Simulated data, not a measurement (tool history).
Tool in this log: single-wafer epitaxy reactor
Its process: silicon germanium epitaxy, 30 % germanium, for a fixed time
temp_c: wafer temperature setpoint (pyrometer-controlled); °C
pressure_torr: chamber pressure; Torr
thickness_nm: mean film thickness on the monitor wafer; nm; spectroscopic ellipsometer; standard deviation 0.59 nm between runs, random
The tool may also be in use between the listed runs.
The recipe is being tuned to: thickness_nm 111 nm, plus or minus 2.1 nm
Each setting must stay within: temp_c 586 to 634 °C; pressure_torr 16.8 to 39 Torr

run    day  temp_c  pressure_torr  thickness_nm
  1      0     610           27.9        83.696
  2   0.05     610           23.8        80.535
  3  0.333     610           26.6        84.118
  4  0.546     612           26.7        87.635
  5  0.608     613           26.7        88.675
  6  0.692     613           30.5        92.659
  7  0.954     614           30.5        94.292
  8  1.225     615           30.5        97.594
  9  1.375     616           30.5        99.411
 10  1.638     617           30.5        100.78
 11  1.879     618           30.5        102.71
 12  2.179     619           30.5        106.16
 13  2.208     620           30.5        106.94

5 next moves are on the table. One of them brings every result within its allowed miss. Which?
  A  2.238     617           33.9             ?
  B  2.238     619           27.2             ?
  C  2.238     621           32.5             ?
  D  2.238     620           29.2             ?
  E  2.238     619           27.6             ?

move  thickness_nm
   A        104.88
   B        101.17
   C         111.9
   D        105.73
   E        101.68
A: misses by more than the last run did
B: misses by more than the last run did
C: hits every target within its allowed miss
D: misses by more than the last run did
E: misses by more than the last run did
Go with C: it meets all targets.
